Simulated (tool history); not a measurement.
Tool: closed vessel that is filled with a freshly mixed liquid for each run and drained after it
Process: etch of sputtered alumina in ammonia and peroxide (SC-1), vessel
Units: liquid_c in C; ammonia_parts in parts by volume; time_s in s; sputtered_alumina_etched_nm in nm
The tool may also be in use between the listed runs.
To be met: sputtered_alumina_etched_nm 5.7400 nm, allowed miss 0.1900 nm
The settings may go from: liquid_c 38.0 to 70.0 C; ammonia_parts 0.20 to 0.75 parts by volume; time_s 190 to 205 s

Run 1, hour 0.0: liquid_c 54.0 C, ammonia_parts 0.45 parts by volume, time_s 190 s. Result: sputtered_alumina_etched_nm 9.3078 nm.
Run 2, hour 5.6: liquid_c 54.0 C, ammonia_parts 0.45 parts by volume, time_s 205 s. Result: sputtered_alumina_etched_nm 10.0980 nm.
Run 3, hour 9.9: liquid_c 58.0 C, ammonia_parts 0.45 parts by volume, time_s 205 s. Result: sputtered_alumina_etched_nm 12.3430 nm.
Run 4, hour 13.6: liquid_c 58.0 C, ammonia_parts 0.35 parts by volume, time_s 205 s. Result: sputtered_alumina_etched_nm 12.1830 nm.
Run 5, hour 17.6: liquid_c 58.0 C, ammonia_parts 0.35 parts by volume, time_s 190 s. Result: sputtered_alumina_etched_nm 11.3360 nm.
Run 6, hour 18.6: liquid_c 58.0 C, ammonia_parts 0.35 parts by volume, time_s 205 s. Result: sputtered_alumina_etched_nm 12.1920 nm.
Run 7, hour 19.2: liquid_c 58.0 C, ammonia_parts 0.35 parts by volume, time_s 205 s. Result: sputtered_alumina_etched_nm 12.2570 nm.
Run 8, hour 26.7: liquid_c 55.5 C, ammonia_parts 0.35 parts by volume, time_s 205 s. Result: sputtered_alumina_etched_nm 10.7180 nm.
Run 9, hour 30.4: liquid_c 53.5 C, ammonia_parts 0.35 parts by volume, time_s 205 s. Result: sputtered_alumina_etched_nm 9.6305 nm.
Run 10, hour 37.5: liquid_c 52.0 C, ammonia_parts 0.35 parts by volume, time_s 205 s. Result: sputtered_alumina_etched_nm 8.9224 nm.
Run 11, hour 43.4: liquid_c 50.5 C, ammonia_parts 0.35 parts by volume, time_s 205 s. Result: sputtered_alumina_etched_nm 8.0978 nm.
Run 12, hour 48.2: liquid_c 49.5 C, ammonia_parts 0.35 parts by volume, time_s 205 s. Result: sputtered_alumina_etched_nm 7.6923 nm.
Run 13, hour 55.0: liquid_c 43.0 C, ammonia_parts 0.35 parts by volume, time_s 205 s. Result: sputtered_alumina_etched_nm 5.4270 nm.
At hour 63.9: thermometer replaced.
Run 14, hour 63.9: liquid_c 43.0 C, ammonia_parts 0.35 parts by volume, time_s 205 s. Result: sputtered_alumina_etched_nm 4.8347 nm.
Run 15, hour 67.6: liquid_c 47.0 C, ammonia_parts 0.35 parts by volume, time_s 205 s. Result: sputtered_alumina_etched_nm 5.9661 nm.

5 next moves are on the table. One of them brings every result within its allowed miss. Which?
Run A, hour 71.3: liquid_c 49.0 C, ammonia_parts 0.30 parts by volume, time_s 190 s. Result: sputtered_alumina_etched_nm ?.
Run B, hour 71.3: liquid_c 45.5 C, ammonia_parts 0.50 parts by volume, time_s 205 s. Result: sputtered_alumina_etched_nm ?.
Run C, hour 71.3: liquid_c 47.0 C, ammonia_parts 0.55 parts by volume, time_s 205 s. Result: sputtered_alumina_etched_nm ?.
Run D, hour 71.3: liquid_c 47.5 C, ammonia_parts 0.45 parts by volume, time_s 205 s. Result: sputtered_alumina_etched_nm ?.
Run E, hour 71.3: liquid_c 48.5 C, ammonia_parts 0.35 parts by volume, time_s 205 s. Result: sputtered_alumina_etched_nm ?.

move  sputtered_alumina_etched_nm
   A                       6.0656
   B                       5.6462
   C                       6.2015
   D                       6.2570
   E                       6.4595
A: further off than the last run
B: meets every target
C: further off than the last run
D: further off than the last run
E: further off than the last run
Answer: B

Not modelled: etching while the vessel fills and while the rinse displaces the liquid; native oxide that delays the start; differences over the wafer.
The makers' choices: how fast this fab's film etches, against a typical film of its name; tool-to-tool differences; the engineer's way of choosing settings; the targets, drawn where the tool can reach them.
